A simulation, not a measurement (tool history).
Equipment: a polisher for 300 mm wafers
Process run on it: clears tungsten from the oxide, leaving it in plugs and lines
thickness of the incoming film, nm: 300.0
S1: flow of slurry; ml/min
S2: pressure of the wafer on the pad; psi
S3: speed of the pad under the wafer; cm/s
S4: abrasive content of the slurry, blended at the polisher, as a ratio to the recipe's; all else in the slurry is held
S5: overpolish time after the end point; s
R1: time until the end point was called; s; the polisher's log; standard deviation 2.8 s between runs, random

{"run": 1, "day": 0.0, "S1": 320, "S2": 2.3, "S3": 122, "S4": 1, "S5": 48, "R1": 76.805}
{"run": 2, "day": 0.217, "S1": 315, "S2": 1.9, "S3": 102, "S4": 1, "S5": 48, "R1": 108.38}
{"run": 3, "day": 0.454, "S1": 315, "S2": 2.3, "S3": 102, "S4": 1, "S5": 48, "R1": 90.786}
{"run": 4, "day": 0.525, "S1": 315, "S2": 1.9, "S3": 88, "S4": 1, "S5": 48, "R1": 128.92}
{"run": 5, "day": 0.762, "S1": 315, "S2": 1.6, "S3": 82, "S4": 1, "S5": 48, "R1": 161.5}
{"run": 6, "day": 0.942, "S1": 315, "S2": 1.6, "S3": 82, "S4": 1, "S5": 51, "R1": 164.01}
{"run": 7, "day": 1.204, "S1": 315, "S2": 1.4, "S3": 80, "S4": 1, "S5": 51, "R1": 187.02}

Forecast run 8:
{"run": 8, "day": 1.529, "S1": 315, "S2": 1.3, "S3": 80, "S4": 1, "S5": 51, "R1": "?"}

{"run 8": {"R1": 200.25}}
